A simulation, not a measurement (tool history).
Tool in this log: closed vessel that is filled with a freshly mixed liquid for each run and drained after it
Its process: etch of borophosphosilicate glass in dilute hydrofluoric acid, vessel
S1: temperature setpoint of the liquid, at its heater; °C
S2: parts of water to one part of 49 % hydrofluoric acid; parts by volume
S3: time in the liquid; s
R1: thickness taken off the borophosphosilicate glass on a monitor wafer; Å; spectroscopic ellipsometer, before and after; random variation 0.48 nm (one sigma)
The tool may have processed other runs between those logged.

run 1 hour=0 | S1=24 S2=200 S3=85 | R1=179.34
run 2 hour=3.5 | S1=26.5 S2=200 S3=85 | R1=196.19
run 3 hour=10.2 | S1=27.5 S2=170 S3=85 | R1=249.64
run 4 hour=11 | S1=29.5 S2=170 S3=85 | R1=272.17
run 5 hour=19.7 | S1=30 S2=150 S3=85 | R1=312.24
run 6 hour=24 | S1=30.5 S2=135 S3=85 | R1=363.86

Run 7, settings as shown, results not yet in. Your forecast:
-- hour=30.9 hydrofluoric acid flow meter replaced
run 7 hour=30.9 | S1=32 S2=100 S3=85 | R1=?

R1: 625.08 Å

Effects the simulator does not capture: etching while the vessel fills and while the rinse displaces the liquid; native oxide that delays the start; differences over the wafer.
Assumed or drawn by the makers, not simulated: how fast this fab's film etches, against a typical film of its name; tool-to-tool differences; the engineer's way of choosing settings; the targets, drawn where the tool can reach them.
